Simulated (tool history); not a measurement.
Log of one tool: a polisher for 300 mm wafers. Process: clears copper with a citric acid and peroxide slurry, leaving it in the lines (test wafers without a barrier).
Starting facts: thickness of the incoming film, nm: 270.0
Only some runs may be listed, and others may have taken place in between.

run	day	flow of slurry (ml/min)	pressure of the wafer on the pad (psi)	speed of the pad under the wafer (cm/s)	abrasive content of the slurry	overpolish time after the end point (s)	time until the end point was called (s)	dishing of a wide line in a test structure (angstrom)
1	0.000	265	3.1	126	1.0	15	77.362	374.15
2	0.042	265	2.8	126	1.0	13	87.295	297.71
3	0.100	265	2.8	126	1.0	11	84.522	262.80
4	0.417	265	3.6	126	1.0	11	71.254	303.25
5	0.783	265	3.1	124	1.0	11	81.082	277.60
6	1.008	210	3.1	124	1.0	11	82.067	269.19
7	1.075	210	2.8	122	1.0	11	89.522	242.38
8	1.288	210	2.6	122	1.0	11	95.738	236.77
9	1.492	210	2.5	122	1.0	11	98.227	228.24

Estimate the outcome of run 10 from the log above:
10	1.571	210	2.5	122	1.0	11	?	?

For run 10 the tool returned time until the end point was called (s) 95.877, dishing of a wide line in a test structure (angstrom) 238.83.
